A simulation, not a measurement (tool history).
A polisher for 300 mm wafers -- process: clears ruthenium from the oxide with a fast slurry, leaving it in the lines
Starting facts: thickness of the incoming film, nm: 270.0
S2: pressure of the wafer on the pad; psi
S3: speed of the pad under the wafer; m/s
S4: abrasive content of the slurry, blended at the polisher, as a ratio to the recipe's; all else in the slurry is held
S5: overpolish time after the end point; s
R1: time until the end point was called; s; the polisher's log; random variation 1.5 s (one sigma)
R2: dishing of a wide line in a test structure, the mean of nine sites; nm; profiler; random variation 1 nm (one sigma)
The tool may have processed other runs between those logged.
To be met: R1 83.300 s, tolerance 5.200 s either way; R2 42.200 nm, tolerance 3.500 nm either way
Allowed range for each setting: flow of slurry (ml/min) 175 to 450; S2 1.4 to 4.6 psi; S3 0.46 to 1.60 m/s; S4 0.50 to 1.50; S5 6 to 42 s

Run 1, day 0.000: flow of slurry (ml/min) 290, S2 3.0 psi, S3 1.02 m/s, S4 1.00, S5 21 s. Result: R1 74.924 s, R2 62.876 nm.
Run 2, day 0.229: flow of slurry (ml/min) 290, S2 3.0 psi, S3 1.02 m/s, S4 1.00, S5 20 s. Result: R1 77.847 s, R2 58.531 nm.
Run 3, day 0.492: flow of slurry (ml/min) 290, S2 3.0 psi, S3 0.80 m/s, S4 1.00, S5 20 s. Result: R1 89.103 s, R2 51.504 nm.
Run 4, day 0.712: flow of slurry (ml/min) 290, S2 3.0 psi, S3 0.80 m/s, S4 1.00, S5 19 s. Result: R1 91.173 s, R2 48.844 nm.
Run 5, day 0.912: flow of slurry (ml/min) 290, S2 2.3 psi, S3 0.80 m/s, S4 1.00, S5 19 s. Result: R1 113.710 s, R2 38.512 nm.
Run 6, day 1.042: flow of slurry (ml/min) 290, S2 2.4 psi, S3 0.80 m/s, S4 1.00, S5 18 s. Result: R1 109.640 s, R2 37.912 nm.
Run 7, day 1.358: flow of slurry (ml/min) 290, S2 2.5 psi, S3 0.80 m/s, S4 1.00, S5 17 s. Result: R1 107.000 s, R2 36.348 nm.
Run 8, day 1.450: flow of slurry (ml/min) 290, S2 2.6 psi, S3 0.80 m/s, S4 1.00, S5 17 s. Result: R1 104.600 s, R2 36.974 nm.
Run 9, day 1.721: flow of slurry (ml/min) 290, S2 2.7 psi, S3 0.80 m/s, S4 1.00, S5 17 s. Result: R1 97.594 s, R2 42.055 nm.
At day 1.904: slurry nozzle cleaned.
Run 10, day 1.904: flow of slurry (ml/min) 290, S2 3.1 psi, S3 0.84 m/s, S4 1.00, S5 12 s. Result: R1 79.245 s, R2 35.347 nm.
Run 11, day 2.167: flow of slurry (ml/min) 290, S2 3.1 psi, S3 0.84 m/s, S4 1.00, S5 13 s. Result: R1 80.463 s, R2 36.282 nm.
Run 12, day 2.350: flow of slurry (ml/min) 290, S2 3.0 psi, S3 0.84 m/s, S4 1.00, S5 18 s. Result: R1 86.279 s, R2 48.555 nm.

Which single option among these 5 for the next run brings every result within its allowed miss of target? Just one does.
Run A, day 2.533: flow of slurry (ml/min) 325, S2 3.0 psi, S3 0.92 m/s, S4 1.05, S5 12 s. Result: R1 ?, R2 ?.
Run B, day 2.533: flow of slurry (ml/min) 270, S2 2.8 psi, S3 0.76 m/s, S4 1.05, S5 19 s. Result: R1 ?, R2 ?.
Run C, day 2.533: flow of slurry (ml/min) 325, S2 2.5 psi, S3 0.84 m/s, S4 1.15, S5 27 s. Result: R1 ?, R2 ?.
Run D, day 2.533: flow of slurry (ml/min) 320, S2 3.7 psi, S3 0.66 m/s, S4 0.90, S5 15 s. Result: R1 ?, R2 ?.
Run E, day 2.533: flow of slurry (ml/min) 270, S2 3.2 psi, S3 0.80 m/s, S4 1.00, S5 21 s. Result: R1 ?, R2 ?.

move      R1      R2
   A  73.990  36.990
   B  91.876  45.885
   C  90.804  62.442
   D  80.785  41.738
   E  79.502  56.594
A: moves the result that the last run missed by most past its target, out the other side
B: nearer than the last run, and not there yet
C: further off than the last run
D: every result within its allowed miss
E: further off than the last run
D is the move that brings every result within its allowed miss.
